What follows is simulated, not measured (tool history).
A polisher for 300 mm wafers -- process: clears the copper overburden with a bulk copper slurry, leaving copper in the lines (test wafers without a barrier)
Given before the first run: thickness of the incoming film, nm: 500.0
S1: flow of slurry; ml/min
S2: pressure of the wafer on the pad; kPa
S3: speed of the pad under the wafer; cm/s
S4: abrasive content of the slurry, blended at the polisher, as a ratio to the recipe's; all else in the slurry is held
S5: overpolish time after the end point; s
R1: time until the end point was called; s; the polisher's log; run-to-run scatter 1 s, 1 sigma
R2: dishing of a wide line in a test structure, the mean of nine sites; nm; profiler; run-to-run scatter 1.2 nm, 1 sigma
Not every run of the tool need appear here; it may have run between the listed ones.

run,day,S1,S2,S3,S4,S5,R1,R2
1,0,305,12.4,96,1,28,111.74,67.712
2,0.275,305,12.4,96,1,25,112.07,64.41
3,0.596,305,12.4,96,1,22,113.77,59.273
4,0.671,305,12.4,96,1,20,112.85,53.39
5,0.996,305,10.3,96,1,20,135.95,46.111
6,1.121,305,9,96,1,20,156.62,42.685
7,1.242,305,9.7,96,1,19,142.82,43.007
8,1.321,305,10.3,96,1,18,134.61,42.992
9,1.692,305,11,96,1,18,128.79,44.729

What does the tool deliver on the next run?
10,1.917,305,11.7,96,1,18,?,?

R1: 120.15 s
R2: 49.106 nm

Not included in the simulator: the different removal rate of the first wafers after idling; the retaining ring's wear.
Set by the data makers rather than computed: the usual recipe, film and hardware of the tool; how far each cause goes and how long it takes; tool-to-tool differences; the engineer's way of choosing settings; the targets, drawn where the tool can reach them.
